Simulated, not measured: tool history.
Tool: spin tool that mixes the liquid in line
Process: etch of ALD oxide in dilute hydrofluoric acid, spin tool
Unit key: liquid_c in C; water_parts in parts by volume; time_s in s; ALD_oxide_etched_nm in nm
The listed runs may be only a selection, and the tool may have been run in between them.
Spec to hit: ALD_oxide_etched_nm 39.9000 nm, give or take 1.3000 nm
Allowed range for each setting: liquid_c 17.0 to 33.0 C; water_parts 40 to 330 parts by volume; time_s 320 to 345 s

run 1 hour=0.0 | liquid_c=25.0 water_parts=185 time_s=320 | ALD_oxide_etched_nm=17.7130
run 2 hour=2.1 | liquid_c=25.0 water_parts=235 time_s=320 | ALD_oxide_etched_nm=13.1780
run 3 hour=5.1 | liquid_c=25.0 water_parts=280 time_s=320 | ALD_oxide_etched_nm=10.6500
run 4 hour=11.5 | liquid_c=22.5 water_parts=280 time_s=320 | ALD_oxide_etched_nm=9.9229
run 5 hour=17.6 | liquid_c=24.0 water_parts=230 time_s=320 | ALD_oxide_etched_nm=13.0390
run 6 hour=20.1 | liquid_c=24.0 water_parts=195 time_s=320 | ALD_oxide_etched_nm=15.6920
run 7 hour=28.4 | liquid_c=28.0 water_parts=125 time_s=320 | ALD_oxide_etched_nm=31.3810
run 8 hour=36.0 | liquid_c=32.0 water_parts=120 time_s=320 | ALD_oxide_etched_nm=38.4300

Which of these 5 next moves meets every target?
run A hour=43.6 | liquid_c=30.5 water_parts=105 time_s=335 | ALD_oxide_etched_nm=?
run B hour=43.6 | liquid_c=30.5 water_parts=105 time_s=325 | ALD_oxide_etched_nm=?
run C hour=43.6 | liquid_c=33.0 water_parts=120 time_s=340 | ALD_oxide_etched_nm=?
run D hour=43.6 | liquid_c=32.5 water_parts=110 time_s=320 | ALD_oxide_etched_nm=?
run E hour=43.6 | liquid_c=30.5 water_parts=110 time_s=320 | ALD_oxide_etched_nm=?

move=A ALD_oxide_etched_nm=43.9000
move=B ALD_oxide_etched_nm=42.5890
move=C ALD_oxide_etched_nm=41.7940
move=D ALD_oxide_etched_nm=42.7680
move=E ALD_oxide_etched_nm=39.7460
A: the result that was furthest off in the last run now lies on the other side of its target
B: the result that was furthest off in the last run now lies on the other side of its target
C: the result that was furthest off in the last run now lies on the other side of its target
D: the result that was furthest off in the last run now lies on the other side of its target
E: every result lands within tolerance
Answer: E

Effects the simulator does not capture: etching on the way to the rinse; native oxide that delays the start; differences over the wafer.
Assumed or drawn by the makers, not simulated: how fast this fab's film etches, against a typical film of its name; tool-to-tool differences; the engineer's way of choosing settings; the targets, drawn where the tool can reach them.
